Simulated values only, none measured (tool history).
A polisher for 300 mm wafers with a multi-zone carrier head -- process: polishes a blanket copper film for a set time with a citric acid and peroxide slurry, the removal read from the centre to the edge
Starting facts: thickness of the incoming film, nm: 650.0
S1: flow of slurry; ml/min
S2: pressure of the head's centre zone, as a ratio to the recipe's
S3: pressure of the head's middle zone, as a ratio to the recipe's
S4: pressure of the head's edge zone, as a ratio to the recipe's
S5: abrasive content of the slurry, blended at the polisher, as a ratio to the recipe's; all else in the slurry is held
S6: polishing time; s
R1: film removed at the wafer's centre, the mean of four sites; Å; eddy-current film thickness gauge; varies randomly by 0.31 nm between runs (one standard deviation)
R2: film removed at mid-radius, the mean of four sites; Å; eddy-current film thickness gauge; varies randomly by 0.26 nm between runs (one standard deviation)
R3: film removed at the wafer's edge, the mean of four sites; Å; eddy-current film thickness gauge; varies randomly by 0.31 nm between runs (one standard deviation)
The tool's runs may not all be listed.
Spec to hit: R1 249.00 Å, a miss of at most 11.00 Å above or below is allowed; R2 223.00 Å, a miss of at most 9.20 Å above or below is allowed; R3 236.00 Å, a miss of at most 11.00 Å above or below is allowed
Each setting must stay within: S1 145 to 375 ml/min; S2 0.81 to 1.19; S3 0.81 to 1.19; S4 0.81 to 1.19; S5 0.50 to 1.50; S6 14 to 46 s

run 1 hour=0.0 | S1=240 S2=1.00 S3=1.00 S4=1.00 S5=1.00 S6=30 | R1=337.63 R2=366.73 R3=368.62
run 2 hour=3.2 | S1=240 S2=1.08 S3=1.00 S4=1.00 S5=1.00 S6=30 | R1=369.42 R2=362.19 R3=363.76
run 3 hour=10.3 | S1=240 S2=1.08 S3=1.00 S4=1.04 S5=1.00 S6=30 | R1=363.43 R2=355.66 R3=373.53
run 4 hour=13.0 | S1=240 S2=1.00 S3=1.00 S4=1.04 S5=1.00 S6=30 | R1=344.24 R2=359.26 R3=375.19
run 5 hour=14.6 | S1=240 S2=1.03 S3=0.97 S4=1.01 S5=0.85 S6=27 | R1=304.31 R2=303.79 R3=314.44
run 6 hour=15.9 | S1=240 S2=1.03 S3=0.91 S4=1.01 S5=0.85 S6=27 | R1=302.96 R2=289.20 R3=322.46
-- hour=22.6 centre zone pressure recalibrated
run 7 hour=22.6 | S1=240 S2=1.04 S3=0.90 S4=0.99 S5=0.75 S6=26 | R1=307.82 R2=265.43 R3=292.86
run 8 hour=29.1 | S1=235 S2=1.01 S3=0.89 S4=0.97 S5=0.70 S6=25 | R1=283.67 R2=248.79 R3=270.59
run 9 hour=31.5 | S1=230 S2=0.98 S3=0.88 S4=0.96 S5=0.65 S6=25 | R1=268.75 R2=239.73 R3=266.18
run 10 hour=38.7 | S1=225 S2=0.97 S3=0.88 S4=0.94 S5=0.60 S6=25 | R1=255.76 R2=238.08 R3=255.77
run 11 hour=47.3 | S1=220 S2=0.97 S3=0.87 S4=0.92 S5=0.60 S6=25 | R1=254.92 R2=227.78 R3=259.45

Exactly one of the 5 candidate moves below puts every result within its allowed miss. Which one?
run A hour=55.9 | S1=310 S2=1.04 S3=0.99 S4=0.87 S5=0.50 S6=22 | R1=? R2=? R3=?
run B hour=55.9 | S1=215 S2=0.92 S3=0.84 S4=0.91 S5=0.60 S6=26 | R1=? R2=? R3=?
run C hour=55.9 | S1=300 S2=1.13 S3=0.93 S4=0.93 S5=0.50 S6=23 | R1=? R2=? R3=?
run D hour=55.9 | S1=210 S2=1.03 S3=0.91 S4=0.96 S5=0.50 S6=24 | R1=? R2=? R3=?
run E hour=55.9 | S1=210 S2=0.82 S3=0.81 S4=0.87 S5=0.65 S6=27 | R1=? R2=? R3=?

move=A R1=241.03 R2=224.20 R3=219.34
move=B R1=251.92 R2=230.55 R3=267.24
move=C R1=271.18 R2=221.57 R3=236.03
move=D R1=246.74 R2=217.12 R3=241.68
move=E R1=238.71 R2=235.99 R3=276.29
A: takes the biggest miss from the last run beyond its target
B: further off than the last run
C: meets the target for the result that was furthest off, but another lies outside its allowed miss
D: all results land within tolerance of their targets
E: further off than the last run
So the answer is move D, the one that meets all the targets.

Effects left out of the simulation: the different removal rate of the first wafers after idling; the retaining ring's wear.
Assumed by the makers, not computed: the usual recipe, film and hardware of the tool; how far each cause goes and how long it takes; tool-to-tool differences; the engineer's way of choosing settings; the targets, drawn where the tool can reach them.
